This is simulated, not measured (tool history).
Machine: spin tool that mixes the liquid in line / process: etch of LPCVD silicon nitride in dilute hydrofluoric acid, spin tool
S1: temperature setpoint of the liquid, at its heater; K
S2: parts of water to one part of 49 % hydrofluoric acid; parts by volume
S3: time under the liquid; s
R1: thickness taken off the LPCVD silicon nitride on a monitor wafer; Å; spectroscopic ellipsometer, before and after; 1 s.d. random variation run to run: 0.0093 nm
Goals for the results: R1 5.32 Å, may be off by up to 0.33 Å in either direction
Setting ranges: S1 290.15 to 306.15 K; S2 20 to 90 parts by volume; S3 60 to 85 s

{"run": 1, "hour": 0.0, "S1": 298.15, "S2": 50, "S3": 85, "R1": 9.0836}
{"run": 2, "hour": 5.6, "S1": 296.65, "S2": 50, "S3": 85, "R1": 8.2247}
{"run": 3, "hour": 10.9, "S1": 295.15, "S2": 50, "S3": 85, "R1": 7.4226}
{"run": 4, "hour": 13.1, "S1": 295.15, "S2": 50, "S3": 85, "R1": 7.4741}
{"run": 5, "hour": 20.6, "S1": 297.65, "S2": 50, "S3": 85, "R1": 8.614}
{"run": 6, "hour": 23.1, "S1": 297.65, "S2": 40, "S3": 85, "R1": 10.827}
{"run": 7, "hour": 26.9, "S1": 296.15, "S2": 45, "S3": 85, "R1": 8.8351}
{"run": 8, "hour": 32.6, "S1": 295.15, "S2": 45, "S3": 85, "R1": 8.4644}
{"run": 9, "hour": 34.6, "S1": 294.15, "S2": 45, "S3": 85, "R1": 7.4548}
{"hour": 43.3, "done": "thermometer replaced"}
{"run": 10, "hour": 43.3, "S1": 293.15, "S2": 45, "S3": 85, "R1": 6.3687}
{"run": 11, "hour": 45.9, "S1": 292.65, "S2": 45, "S3": 85, "R1": 6.1508}
{"run": 12, "hour": 50.7, "S1": 292.15, "S2": 45, "S3": 85, "R1": 6.0461}
{"run": 13, "hour": 58.6, "S1": 291.65, "S2": 45, "S3": 85, "R1": 5.905}

Of the 5 settings listed for the next run, only one would bring every result within its allowed miss of target. Which one?
{"run": "A", "hour": 66.5, "S1": 291.15, "S2": 35, "S3": 80, "R1": "?"}
{"run": "B", "hour": 66.5, "S1": 295.15, "S2": 50, "S3": 80, "R1": "?"}
{"run": "C", "hour": 66.5, "S1": 295.65, "S2": 65, "S3": 70, "R1": "?"}
{"run": "D", "hour": 66.5, "S1": 290.15, "S2": 50, "S3": 80, "R1": "?"}
{"run": "E", "hour": 66.5, "S1": 291.65, "S2": 50, "S3": 85, "R1": "?"}

move=A R1=6.816
move=B R1=6.3742
move=C R1=4.4649
move=D R1=4.4975
move=E R1=5.3129
A: its largest miss is bigger than the last run's
B: its largest miss is bigger than the last run's
C: moves the result that the last run missed by most past its target, out the other side
D: moves the result that the last run missed by most past its target, out the other side
E: meets every target
Correct choice: E, which meets every target

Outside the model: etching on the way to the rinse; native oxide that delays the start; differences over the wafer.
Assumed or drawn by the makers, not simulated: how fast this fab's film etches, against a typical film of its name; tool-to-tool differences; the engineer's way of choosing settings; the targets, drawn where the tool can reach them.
